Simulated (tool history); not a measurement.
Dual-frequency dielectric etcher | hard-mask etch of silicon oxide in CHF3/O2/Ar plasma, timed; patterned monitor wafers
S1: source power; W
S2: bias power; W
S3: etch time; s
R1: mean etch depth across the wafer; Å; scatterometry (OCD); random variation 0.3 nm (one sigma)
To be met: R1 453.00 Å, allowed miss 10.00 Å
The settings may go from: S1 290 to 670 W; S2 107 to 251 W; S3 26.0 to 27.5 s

| run | hour | S1 | S2 | S3 | R1 |
|---|---|---|---|---|---|
| 1 | 0.0 | 480 | 179 | 26.0 | 483.65 |
| 2 | 2.4 | 480 | 194 | 26.0 | 497.06 |
| 3 | 4.8 | 530 | 194 | 26.0 | 515.18 |
| 4 | 5.7 | 530 | 194 | 27.5 | 541.34 |
| 5 | 12.2 | 510 | 189 | 27.5 | 533.59 |
| 6 | 16.6 | 440 | 189 | 27.5 | 504.35 |
| 7 | 19.4 | 430 | 188 | 27.5 | 493.25 |
| 8 | 26.9 | 420 | 187 | 27.5 | 490.36 |
| 9 | 32.2 | 320 | 176 | 27.5 | 429.20 |
| 10 | 37.5 | 330 | 176 | 27.5 | 437.17 |

Which of these 5 next moves meets every target?
| A | 42.8 | 350 | 191 | 27.0 | ? |
| B | 42.8 | 300 | 180 | 27.5 | ? |
| C | 42.8 | 290 | 201 | 26.5 | ? |
| D | 42.8 | 300 | 176 | 27.5 | ? |
| E | 42.8 | 360 | 154 | 26.5 | ? |

| move | R1 |
|---|---|
| A | 454.58 |
| B | 426.71 |
| C | 418.12 |
| D | 424.07 |
| E | 426.09 |
A: meets every target
B: further off than the last run
C: further off than the last run
D: further off than the last run
E: further off than the last run
The right move is A.
